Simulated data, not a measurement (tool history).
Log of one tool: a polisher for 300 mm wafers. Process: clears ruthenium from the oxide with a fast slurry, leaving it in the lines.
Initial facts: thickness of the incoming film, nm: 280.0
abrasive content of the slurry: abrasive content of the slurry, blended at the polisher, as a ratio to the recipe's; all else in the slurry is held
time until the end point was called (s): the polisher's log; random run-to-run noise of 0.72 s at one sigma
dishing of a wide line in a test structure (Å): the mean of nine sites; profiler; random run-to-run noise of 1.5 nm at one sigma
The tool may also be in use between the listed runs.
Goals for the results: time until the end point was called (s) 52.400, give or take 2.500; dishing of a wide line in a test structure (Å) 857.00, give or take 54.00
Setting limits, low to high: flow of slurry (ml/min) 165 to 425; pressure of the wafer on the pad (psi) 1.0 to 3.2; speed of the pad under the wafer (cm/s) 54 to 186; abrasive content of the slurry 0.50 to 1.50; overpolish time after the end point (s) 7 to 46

run  hour  flow of slurry (ml/min)  pressure of the wafer on the pad (psi)  speed of the pad under the wafer (cm/s)  abrasive content of the slurry  overpolish time after the end point (s)  time until the end point was called (s)  dishing of a wide line in a test structure (Å)
  1   0.0                      275                                     2.1                                      118                            1.00                                       24                                   73.419                                          645.91
  2   3.5                      250                                     2.1                                      118                            1.00                                       24                                   74.513                                          657.72
  3  10.8                      250                                     1.8                                      118                            1.00                                       24                                   86.760                                          590.80
  4  18.5                      250                                     2.3                                      118                            1.00                                       24                                   67.954                                          710.25
  5  19.3                      255                                     2.4                                      118                            1.00                                       24                                   64.167                                          738.44
  6  26.1                      260                                     2.5                                      118                            1.00                                       24                                   61.268                                          759.34
  7  32.4                      260                                     2.6                                      118                            1.00                                       24                                   59.910                                          775.16
  8  36.7                      260                                     2.7                                      118                            1.00                                       24                                   55.999                                          771.89
  9  37.8                      260                                     2.8                                      118                            1.00                                       25                                   56.013                                          849.84

4 next moves are on the table. One of them brings every result within its allowed miss. Which?
  A  38.9                      195                                     2.5                                      110                            1.40                                       25                                        ?                                               ?
  B  38.9                      245                                     3.1                                      120                            0.90                                       24                                        ?                                               ?
  C  38.9                      295                                     2.8                                      112                            0.95                                       28                                        ?                                               ?
  D  38.9                      265                                     2.9                                      116                            0.90                                       26                                        ?                                               ?

move  time until the end point was called (s)  dishing of a wide line in a test structure (Å)
   A                                   57.259                                          800.92
   B                                   51.415                                          843.15
   C                                   57.671                                          868.65
   D                                   56.204                                          837.38
A: misses by more than the last run did
B: every result lands within tolerance
C: misses by more than the last run did
D: misses by more than the last run did
The move that meets every target is B.
